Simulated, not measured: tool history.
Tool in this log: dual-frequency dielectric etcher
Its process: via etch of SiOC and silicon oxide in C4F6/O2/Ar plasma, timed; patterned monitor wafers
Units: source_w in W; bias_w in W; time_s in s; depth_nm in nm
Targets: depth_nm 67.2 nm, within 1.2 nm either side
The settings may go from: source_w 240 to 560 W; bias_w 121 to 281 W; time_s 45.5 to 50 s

run	day	source_w	bias_w	time_s	depth_nm
1	0	400	201	50	59.859
2	0.062	400	235	50	62.192
3	0.242	420	237	50	63.314
4	0.492	420	237	50	63.537
5	0.525	430	238	50	64.387
6	0.838	430	205	50	61.468
7	1.179	450	207	50	63.059
8	1.446	460	208	50	63.117
9	1.529	470	210	50	64.859
10	1.633	480	211	50	64.242
11	1.742	490	213	50	65.554
12	1.788	500	214	50	66.417

Pick the move, out of 4, that brings all results within their allowed miss; only one does.
A	1.833	470	208	50	?
B	1.833	530	202	49	?
C	1.833	480	227	48	?
D	1.833	530	256	47.5	?

move	depth_nm
A	63.715
B	64.748
C	63.099
D	66.921
A: the biggest miss grows against the last run
B: the biggest miss grows against the last run
C: the biggest miss grows against the last run
D: each result inside its tolerance
So the answer is move D, the one that meets all the targets.
